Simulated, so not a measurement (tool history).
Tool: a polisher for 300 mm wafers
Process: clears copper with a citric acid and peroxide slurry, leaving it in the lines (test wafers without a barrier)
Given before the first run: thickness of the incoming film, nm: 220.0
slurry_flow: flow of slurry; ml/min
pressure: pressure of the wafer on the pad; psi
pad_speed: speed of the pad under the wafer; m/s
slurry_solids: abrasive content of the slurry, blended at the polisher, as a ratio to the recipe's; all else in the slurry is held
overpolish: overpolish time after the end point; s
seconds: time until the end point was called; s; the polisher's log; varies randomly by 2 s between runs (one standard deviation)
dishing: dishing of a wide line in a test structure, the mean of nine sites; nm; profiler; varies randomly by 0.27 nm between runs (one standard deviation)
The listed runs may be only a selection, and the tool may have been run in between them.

| run | hour | slurry_flow | pressure | pad_speed | slurry_solids | overpolish | seconds | dishing |
|---|---|---|---|---|---|---|---|---|
| 1 | 0.0 | 145 | 2.1 | 1.18 | 1.00 | 24 | 145.77 | 24.566 |
| 2 | 7.0 | 145 | 2.1 | 1.18 | 1.00 | 17 | 144.66 | 18.049 |
| 3 | 12.7 | 145 | 2.1 | 1.18 | 1.15 | 17 | 139.45 | 17.923 |
| 4 | 16.4 | 125 | 2.1 | 1.18 | 1.15 | 17 | 146.51 | 18.084 |
| 5 | 25.4 | 125 | 2.1 | 1.18 | 1.15 | 26 | 145.70 | 25.193 |
|  | 30.4 | worn pad replaced by a new one |
| 6 | 30.4 | 125 | 2.1 | 1.18 | 1.15 | 21 | 133.28 | 22.700 |
| 7 | 34.8 | 140 | 2.0 | 1.18 | 1.15 | 21 | 139.01 | 22.496 |
| 8 | 41.5 | 135 | 1.9 | 1.16 | 1.15 | 20 | 147.82 | 19.771 |

For run 9, what comes out?
| 9 | 46.5 | 130 | 1.8 | 1.16 | 1.15 | 20 | ? | ? |

Run 9 came out at seconds 159.26 s, dishing 19.281 nm.
